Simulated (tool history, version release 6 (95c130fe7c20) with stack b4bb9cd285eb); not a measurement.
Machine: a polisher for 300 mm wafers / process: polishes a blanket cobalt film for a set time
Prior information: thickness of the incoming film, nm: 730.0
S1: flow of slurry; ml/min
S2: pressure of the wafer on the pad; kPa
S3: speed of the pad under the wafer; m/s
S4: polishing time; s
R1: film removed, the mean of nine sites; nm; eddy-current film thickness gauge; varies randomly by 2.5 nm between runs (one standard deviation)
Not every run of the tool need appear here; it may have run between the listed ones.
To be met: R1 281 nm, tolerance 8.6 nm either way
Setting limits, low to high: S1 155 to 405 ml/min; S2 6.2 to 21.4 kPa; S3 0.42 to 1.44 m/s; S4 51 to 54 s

run	hour	S1	S2	S3	S4	R1
1	0	260	13.8	0.92	51	230.78
2	0.7	260	11	0.92	51	187.74
3	7.4	315	11	0.92	51	189.19
4	12.7	315	11	0.82	51	174.8
5	13.3	315	9	0.82	51	141.22
6	19.2	355	9	0.82	51	145.36
7	22.2	355	11	0.82	51	172.41
8	30	355	12.4	0.82	51	190.16
9	35.3	355	13.8	0.82	51	212.8
10	37.3	355	14.5	0.82	51	220.27

Consider the 4 candidate settings below. Which is the only one whose results all fall within their allowed miss of target?
A	39.3	405	15.2	0.86	54	?
B	39.3	405	13.8	0.94	54	?
C	39.3	280	11	1.38	51	?
D	39.3	345	13.8	0.98	54	?

move	R1
A	257.97
B	257.82
C	282.86
D	265.78
A: an improvement on the last run, though not all results are within tolerance
B: an improvement on the last run, though not all results are within tolerance
C: meets every target
D: an improvement on the last run, though not all results are within tolerance
C is the move that brings every result within its allowed miss.
